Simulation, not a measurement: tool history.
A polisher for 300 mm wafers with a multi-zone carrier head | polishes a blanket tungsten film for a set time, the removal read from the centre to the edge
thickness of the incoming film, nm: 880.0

run,hour,flow of slurry (ml/min),pressure of the head's centre zone,pressure of the head's middle zone,pressure of the head's edge zone,abrasive content of the slurry,polishing time (s),film removed at the wafer's centre (nm),film removed at mid-radius (nm),film removed at the wafer's edge (nm)
1,0,140,1,1,1,1,52,309.5,298.83,310.17
2,7.2,140,1,1,1,1.15,52,316.71,303.42,322.98
3,14,140,1,0.95,1,1.15,52,322.18,290.23,321.71
4,20.7,155,1.03,0.98,1.02,1.2,52,338.31,299.36,335.02
5,29.6,165,1.06,1.03,1.02,1.25,52,350.21,327.09,333.19
6,32.3,175,1.08,1.04,1.05,1.3,52,359.24,336.82,347.85
7,34.4,180,1.11,1.05,1.06,1.35,52,382.23,350.54,354.95
8,40.1,180,1.11,1.05,1.06,1.35,52,380.02,342.86,357.5
9,41,185,1.12,1.06,1.07,1.4,52,392.34,344.68,361.69

The next listed run, before its measurement:
10,44.6,185,1.12,1.06,1.07,1.4,52,?,?,?

Run 10 gave film removed at the wafer's centre (nm) 394.08, film removed at mid-radius (nm) 351.68, film removed at the wafer's edge (nm) 355.49.
